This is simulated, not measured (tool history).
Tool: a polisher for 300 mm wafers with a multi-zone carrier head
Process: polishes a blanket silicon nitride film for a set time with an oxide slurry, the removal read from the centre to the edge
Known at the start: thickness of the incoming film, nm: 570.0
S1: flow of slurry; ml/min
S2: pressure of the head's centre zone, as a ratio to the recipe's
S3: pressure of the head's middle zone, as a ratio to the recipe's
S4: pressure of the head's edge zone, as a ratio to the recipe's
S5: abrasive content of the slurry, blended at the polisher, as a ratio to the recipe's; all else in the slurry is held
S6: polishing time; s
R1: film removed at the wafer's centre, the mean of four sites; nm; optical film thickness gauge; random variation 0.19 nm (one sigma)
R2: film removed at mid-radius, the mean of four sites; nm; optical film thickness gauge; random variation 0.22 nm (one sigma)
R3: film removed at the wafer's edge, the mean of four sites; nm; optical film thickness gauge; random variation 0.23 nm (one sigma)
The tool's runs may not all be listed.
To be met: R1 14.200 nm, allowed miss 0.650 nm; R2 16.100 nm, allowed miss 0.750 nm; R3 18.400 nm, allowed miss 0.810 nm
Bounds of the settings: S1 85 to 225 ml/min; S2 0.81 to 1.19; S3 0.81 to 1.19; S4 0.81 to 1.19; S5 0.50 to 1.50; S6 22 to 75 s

| run | hour | S1 | S2 | S3 | S4 | S5 | S6 | R1 | R2 | R3 |
|---|---|---|---|---|---|---|---|---|---|---|
| 1 | 0.0 | 145 | 1.00 | 1.00 | 1.00 | 1.00 | 48 | 25.597 | 27.371 | 27.745 |
| 2 | 3.7 | 140 | 0.97 | 0.98 | 1.00 | 0.90 | 47 | 23.360 | 25.266 | 26.264 |
| 3 | 5.1 | 140 | 0.91 | 0.98 | 1.00 | 0.90 | 47 | 21.554 | 25.118 | 25.963 |
| 4 | 6.5 | 135 | 0.90 | 0.96 | 0.99 | 0.85 | 46 | 20.842 | 23.545 | 25.127 |
| 5 | 15.1 | 135 | 0.85 | 0.96 | 0.99 | 0.85 | 46 | 18.988 | 23.911 | 25.524 |
| 6 | 19.4 | 135 | 0.85 | 0.96 | 0.99 | 0.85 | 35 | 14.534 | 18.031 | 19.094 |
| 7 | 26.0 | 130 | 0.85 | 0.95 | 0.99 | 0.85 | 35 | 14.256 | 17.546 | 18.625 |
|  | 34.9 | centre zone pressure recalibrated |
| 8 | 34.9 | 130 | 0.85 | 0.94 | 0.99 | 0.85 | 35 | 16.292 | 17.001 | 18.830 |
| 9 | 38.3 | 130 | 0.85 | 0.94 | 0.99 | 0.85 | 35 | 15.953 | 17.572 | 18.788 |
| 10 | 42.6 | 95 | 0.81 | 0.91 | 1.06 | 0.80 | 35 | 13.056 | 15.245 | 17.749 |

4 next moves are on the table. One of them brings every result within its allowed miss. Which?
| A | 46.9 | 140 | 0.81 | 0.90 | 1.05 | 0.95 | 31 | ? | ? | ? |
| B | 46.9 | 125 | 0.90 | 1.02 | 0.95 | 1.05 | 29 | ? | ? | ? |
| C | 46.9 | 85 | 0.82 | 1.17 | 1.05 | 0.80 | 33 | ? | ? | ? |
| D | 46.9 | 100 | 0.84 | 0.83 | 1.06 | 0.55 | 38 | ? | ? | ? |

| move | R1 | R2 | R3 |
|---|---|---|---|
| A | 14.403 | 16.261 | 18.167 |
| B | 15.073 | 17.037 | 16.440 |
| C | 12.230 | 17.410 | 16.303 |
| D | 13.403 | 13.837 | 17.104 |
A: meets every target
B: takes the result that was furthest off past its target
C: further off than the last run
D: further off than the last run
Answer: A

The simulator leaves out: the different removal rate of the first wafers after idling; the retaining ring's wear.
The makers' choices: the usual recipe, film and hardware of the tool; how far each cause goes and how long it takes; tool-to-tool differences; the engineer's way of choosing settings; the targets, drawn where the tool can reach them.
